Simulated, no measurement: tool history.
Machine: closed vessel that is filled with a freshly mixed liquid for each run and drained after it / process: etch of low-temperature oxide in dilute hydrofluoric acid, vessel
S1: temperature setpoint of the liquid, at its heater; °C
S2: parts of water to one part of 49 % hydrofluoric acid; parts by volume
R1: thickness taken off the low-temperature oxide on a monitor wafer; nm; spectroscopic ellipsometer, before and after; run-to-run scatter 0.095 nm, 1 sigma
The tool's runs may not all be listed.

Run 1, hour 0.0: S1 22.0 °C, S2 75 parts by volume, time in the liquid (s) 95. Result: R1 27.324 nm.
Run 2, hour 1.6: S1 22.0 °C, S2 50 parts by volume, time in the liquid (s) 95. Result: R1 42.667 nm.
Run 3, hour 2.7: S1 22.0 °C, S2 50 parts by volume, time in the liquid (s) 100. Result: R1 45.163 nm.
Run 4, hour 8.7: S1 20.5 °C, S2 50 parts by volume, time in the liquid (s) 100. Result: R1 42.297 nm.
Run 5, hour 10.1: S1 20.5 °C, S2 50 parts by volume, time in the liquid (s) 95. Result: R1 40.048 nm.
Run 6, hour 12.0: S1 20.5 °C, S2 50 parts by volume, time in the liquid (s) 95. Result: R1 40.000 nm.
Run 7, hour 12.9: S1 20.0 °C, S2 55 parts by volume, time in the liquid (s) 95. Result: R1 35.643 nm.
Run 8, hour 21.7: S1 19.5 °C, S2 60 parts by volume, time in the liquid (s) 95. Result: R1 31.525 nm.

The next listed run, before its measurement:
Run 9, hour 26.0: S1 19.0 °C, S2 60 parts by volume, time in the liquid (s) 95. Result: R1 ?.

R1: 31.066 nm
